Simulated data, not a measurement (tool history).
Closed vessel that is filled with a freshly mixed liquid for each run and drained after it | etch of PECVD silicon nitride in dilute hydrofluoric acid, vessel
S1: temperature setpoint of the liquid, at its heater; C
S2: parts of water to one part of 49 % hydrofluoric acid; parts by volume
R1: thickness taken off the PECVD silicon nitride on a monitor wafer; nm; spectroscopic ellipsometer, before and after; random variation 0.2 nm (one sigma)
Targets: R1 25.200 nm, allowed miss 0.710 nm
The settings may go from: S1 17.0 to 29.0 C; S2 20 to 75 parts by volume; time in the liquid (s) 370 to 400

run 1 hour=0.0 | S1=21.0 S2=45 time_in_the_liquid_(s)=370 | R1=21.822
run 2 hour=4.3 | S1=18.5 S2=45 time_in_the_liquid_(s)=370 | R1=18.322
run 3 hour=6.7 | S1=18.5 S2=55 time_in_the_liquid_(s)=370 | R1=15.482
run 4 hour=10.1 | S1=18.5 S2=65 time_in_the_liquid_(s)=370 | R1=12.698
run 5 hour=15.0 | S1=21.0 S2=65 time_in_the_liquid_(s)=370 | R1=15.292
run 6 hour=18.3 | S1=22.5 S2=65 time_in_the_liquid_(s)=370 | R1=16.895
run 7 hour=27.4 | S1=24.0 S2=65 time_in_the_liquid_(s)=370 | R1=18.782
run 8 hour=35.0 | S1=25.0 S2=65 time_in_the_liquid_(s)=370 | R1=20.287
run 9 hour=40.3 | S1=25.5 S2=65 time_in_the_liquid_(s)=370 | R1=21.040
run 10 hour=42.4 | S1=26.0 S2=65 time_in_the_liquid_(s)=370 | R1=21.506
run 11 hour=49.5 | S1=26.5 S2=65 time_in_the_liquid_(s)=370 | R1=22.126
run 12 hour=53.0 | S1=27.0 S2=65 time_in_the_liquid_(s)=370 | R1=23.008
run 13 hour=60.4 | S1=27.5 S2=65 time_in_the_liquid_(s)=370 | R1=23.843
run 14 hour=67.8 | S1=28.0 S2=65 time_in_the_liquid_(s)=370 | R1=24.401

Which of these 5 next moves meets every target?
run A hour=75.2 | S1=28.5 S2=65 time_in_the_liquid_(s)=400 | R1=?
run B hour=75.2 | S1=28.5 S2=65 time_in_the_liquid_(s)=390 | R1=?
run C hour=75.2 | S1=29.0 S2=70 time_in_the_liquid_(s)=380 | R1=?
run D hour=75.2 | S1=26.5 S2=65 time_in_the_liquid_(s)=390 | R1=?
run E hour=75.2 | S1=27.0 S2=65 time_in_the_liquid_(s)=370 | R1=?

move=A R1=27.172
move=B R1=26.492
move=C R1=24.766
move=D R1=23.254
move=E R1=22.797
A: takes the result that was furthest off past its target
B: takes the result that was furthest off past its target
C: meets every target
D: further off than the last run
E: further off than the last run
Move C is the one to make.
